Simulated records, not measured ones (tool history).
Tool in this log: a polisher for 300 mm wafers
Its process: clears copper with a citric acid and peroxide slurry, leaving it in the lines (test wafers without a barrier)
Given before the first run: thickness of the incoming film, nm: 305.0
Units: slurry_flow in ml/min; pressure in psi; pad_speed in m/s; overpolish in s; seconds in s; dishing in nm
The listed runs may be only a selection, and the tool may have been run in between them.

run	hour	slurry_flow	pressure	pad_speed	slurry_solids	overpolish	seconds	dishing
1	0.0	280	3.2	0.88	1.0	11	178.08	12.4110
2	1.7	280	2.8	0.88	1.0	13	200.75	13.4140
3	7.7	280	2.5	0.88	1.0	14	222.76	13.1790
4	10.3	280	2.3	0.88	1.0	15	236.69	12.3640
5	15.2	280	2.3	0.88	1.0	10	241.56	8.8124
6	23.2	280	2.1	0.88	1.0	12	263.02	9.0677
7	27.3	280	2.0	0.88	1.0	14	276.57	10.2780

Run 8 comes next. What will it give?
8	33.3	280	2.0	0.88	1.0	15	?	?

Run 8 came out at seconds 274.53 s, dishing 11.5960 nm.

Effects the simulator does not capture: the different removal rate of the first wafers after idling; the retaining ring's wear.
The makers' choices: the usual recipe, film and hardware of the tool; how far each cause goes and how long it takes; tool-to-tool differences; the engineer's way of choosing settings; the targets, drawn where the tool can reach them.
